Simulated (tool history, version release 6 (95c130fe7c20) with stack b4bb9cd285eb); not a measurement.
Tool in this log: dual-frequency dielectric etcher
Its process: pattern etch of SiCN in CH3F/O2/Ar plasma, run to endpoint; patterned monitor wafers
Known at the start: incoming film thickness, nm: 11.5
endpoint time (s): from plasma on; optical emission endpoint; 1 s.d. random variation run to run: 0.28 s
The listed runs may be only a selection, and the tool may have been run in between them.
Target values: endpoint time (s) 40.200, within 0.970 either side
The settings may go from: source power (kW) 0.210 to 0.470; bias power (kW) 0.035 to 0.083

run 1 hour=0.0 | source_power_(kW)=0.340 bias_power_(kW)=0.059 | endpoint_time_(s)=34.843
run 2 hour=3.6 | source_power_(kW)=0.340 bias_power_(kW)=0.051 | endpoint_time_(s)=36.294
run 3 hour=4.2 | source_power_(kW)=0.380 bias_power_(kW)=0.051 | endpoint_time_(s)=35.388
run 4 hour=8.3 | source_power_(kW)=0.380 bias_power_(kW)=0.041 | endpoint_time_(s)=37.732
run 5 hour=17.2 | source_power_(kW)=0.420 bias_power_(kW)=0.041 | endpoint_time_(s)=36.690
run 6 hour=26.1 | source_power_(kW)=0.420 bias_power_(kW)=0.051 | endpoint_time_(s)=34.759
run 7 hour=33.3 | source_power_(kW)=0.410 bias_power_(kW)=0.049 | endpoint_time_(s)=34.960
run 8 hour=34.7 | source_power_(kW)=0.390 bias_power_(kW)=0.048 | endpoint_time_(s)=35.847
run 9 hour=40.1 | source_power_(kW)=0.380 bias_power_(kW)=0.046 | endpoint_time_(s)=36.471
run 10 hour=45.9 | source_power_(kW)=0.370 bias_power_(kW)=0.045 | endpoint_time_(s)=36.984
run 11 hour=50.6 | source_power_(kW)=0.360 bias_power_(kW)=0.044 | endpoint_time_(s)=37.771
run 12 hour=53.0 | source_power_(kW)=0.350 bias_power_(kW)=0.043 | endpoint_time_(s)=38.196
run 13 hour=58.0 | source_power_(kW)=0.340 bias_power_(kW)=0.042 | endpoint_time_(s)=38.718

4 candidate next runs follow, results not yet known. Just one meets every target within its allowed miss. Identify it.
run A hour=63.0 | source_power_(kW)=0.310 bias_power_(kW)=0.035 | endpoint_time_(s)=?
run B hour=63.0 | source_power_(kW)=0.400 bias_power_(kW)=0.043 | endpoint_time_(s)=?
run C hour=63.0 | source_power_(kW)=0.310 bias_power_(kW)=0.053 | endpoint_time_(s)=?
run D hour=63.0 | source_power_(kW)=0.350 bias_power_(kW)=0.035 | endpoint_time_(s)=?

move=A endpoint_time_(s)=41.835
move=B endpoint_time_(s)=37.018
move=C endpoint_time_(s)=37.004
move=D endpoint_time_(s)=40.601
A: takes the result that was furthest off past its target
B: lands further from the targets than the last run did
C: lands further from the targets than the last run did
D: every result lands within tolerance
D is the move that brings every result within its allowed miss.

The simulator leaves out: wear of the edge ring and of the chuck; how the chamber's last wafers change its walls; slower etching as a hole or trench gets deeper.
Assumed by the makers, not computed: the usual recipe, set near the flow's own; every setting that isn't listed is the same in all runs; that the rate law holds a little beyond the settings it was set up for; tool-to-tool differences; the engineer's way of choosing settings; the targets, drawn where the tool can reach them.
